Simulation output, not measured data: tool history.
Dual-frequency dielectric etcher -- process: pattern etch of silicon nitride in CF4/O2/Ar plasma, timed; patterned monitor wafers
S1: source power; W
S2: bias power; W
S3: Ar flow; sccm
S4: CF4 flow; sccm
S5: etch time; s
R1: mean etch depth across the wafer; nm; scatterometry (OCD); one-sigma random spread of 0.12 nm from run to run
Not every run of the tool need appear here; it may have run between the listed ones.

{"run": 1, "day": 0.0, "S1": 700, "S2": 68, "S3": 87, "S4": 103, "S5": 10.0, "R1": 26.94}
{"run": 2, "day": 0.025, "S1": 700, "S2": 73, "S3": 87, "S4": 103, "S5": 10.0, "R1": 27.798}
{"run": 3, "day": 0.196, "S1": 700, "S2": 73, "S3": 87, "S4": 103, "S5": 10.0, "R1": 27.892}
{"run": 4, "day": 0.446, "S1": 650, "S2": 72, "S3": 87, "S4": 103, "S5": 10.0, "R1": 26.368}
{"run": 5, "day": 0.604, "S1": 650, "S2": 72, "S3": 87, "S4": 103, "S5": 10.0, "R1": 26.678}
{"run": 6, "day": 0.738, "S1": 600, "S2": 70, "S3": 87, "S4": 103, "S5": 10.0, "R1": 24.723}

What does the tool deliver on the next run?
{"run": 7, "day": 1.054, "S1": 570, "S2": 70, "S3": 87, "S4": 103, "S5": 10.0, "R1": "?"}

{"run 7": {"R1": 23.689}}
